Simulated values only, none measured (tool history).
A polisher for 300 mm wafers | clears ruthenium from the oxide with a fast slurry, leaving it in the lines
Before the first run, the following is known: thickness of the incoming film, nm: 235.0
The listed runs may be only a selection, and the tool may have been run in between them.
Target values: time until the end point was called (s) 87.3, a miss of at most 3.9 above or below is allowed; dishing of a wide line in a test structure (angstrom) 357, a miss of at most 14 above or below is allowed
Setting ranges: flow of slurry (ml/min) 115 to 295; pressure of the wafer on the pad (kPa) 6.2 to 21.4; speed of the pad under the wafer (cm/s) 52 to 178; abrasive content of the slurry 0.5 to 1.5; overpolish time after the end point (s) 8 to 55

| run | hour | flow of slurry (ml/min) | pressure of the wafer on the pad (kPa) | speed of the pad under the wafer (cm/s) | abrasive content of the slurry | overpolish time after the end point (s) | time until the end point was called (s) | dishing of a wide line in a test structure (angstrom) |
|---|---|---|---|---|---|---|---|---|
| 1 | 0 | 190 | 13.8 | 114 | 1 | 28 | 57.54 | 676.08 |
| 2 | 5.9 | 190 | 13.1 | 114 | 1 | 25 | 60.132 | 586.45 |
| 3 | 7.1 | 190 | 13.1 | 114 | 1.15 | 25 | 55.308 | 612.43 |
| 4 | 11.1 | 190 | 11.7 | 114 | 1.15 | 24 | 64.337 | 567.4 |
| 5 | 11.8 | 190 | 11 | 112 | 1.15 | 22 | 67.678 | 509.12 |
| 6 | 15.6 | 190 | 11 | 140 | 1.15 | 22 | 55.158 | 586.23 |
| 7 | 22.8 | 190 | 10.3 | 136 | 1.15 | 20 | 59.244 | 525.27 |
| 8 | 31.4 | 190 | 9.7 | 134 | 1.15 | 19 | 64.822 | 461.74 |
| 9 | 32 | 190 | 9 | 134 | 1.15 | 19 | 69.239 | 446.75 |
| 10 | 37.6 | 190 | 8.3 | 134 | 1.15 | 19 | 74.75 | 415.77 |
| 11 | 43.3 | 185 | 7.6 | 134 | 1.15 | 18 | 81.854 | 373.08 |

Consider the 4 candidate settings below. Which is the only one whose results all fall within their allowed miss of target?
| A | 49 | 185 | 6.9 | 136 | 1.1 | 21 | ? | ? |
| B | 49 | 115 | 6.2 | 154 | 1.25 | 18 | ? | ? |
| C | 49 | 125 | 9 | 132 | 0.9 | 20 | ? | ? |
| D | 49 | 185 | 7.6 | 110 | 1.2 | 23 | ? | ? |

| move | time until the end point was called (s) | dishing of a wide line in a test structure (angstrom) |
|---|---|---|
| A | 89.799 | 396.22 |
| B | 86.971 | 359.24 |
| C | 85.383 | 396.73 |
| D | 96.343 | 402.72 |
A: corrects the largest miss of the last run, while another result sits out of spec
B: every result lands within tolerance
C: corrects the largest miss of the last run, while another result sits out of spec
D: moves the result that the last run missed by most past its target, out the other side
B is the move that brings every result within its allowed miss.
